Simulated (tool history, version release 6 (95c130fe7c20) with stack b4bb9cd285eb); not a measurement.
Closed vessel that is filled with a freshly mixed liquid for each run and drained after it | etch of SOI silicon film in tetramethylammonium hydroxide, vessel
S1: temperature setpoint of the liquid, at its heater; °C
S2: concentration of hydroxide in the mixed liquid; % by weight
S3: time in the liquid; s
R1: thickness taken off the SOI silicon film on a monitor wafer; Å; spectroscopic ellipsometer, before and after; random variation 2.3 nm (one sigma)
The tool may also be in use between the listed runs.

run	hour	S1	S2	S3	R1
1	0	62	10	95	4175.3
2	1.9	61	10	95	3895.2
3	8.1	60.5	10	95	3826.2
4	13.5	63	10	95	4424.1
5	19.7	59	10	95	3518
6	21.7	59	10	95	3522.5
7	30.3	58.5	10	95	3365.5
8	34.5	58	10	95	3290.6

Run 9 comes next. What will it give?
9	42.9	57.5	10	95	?

R1: 3154.1 Å
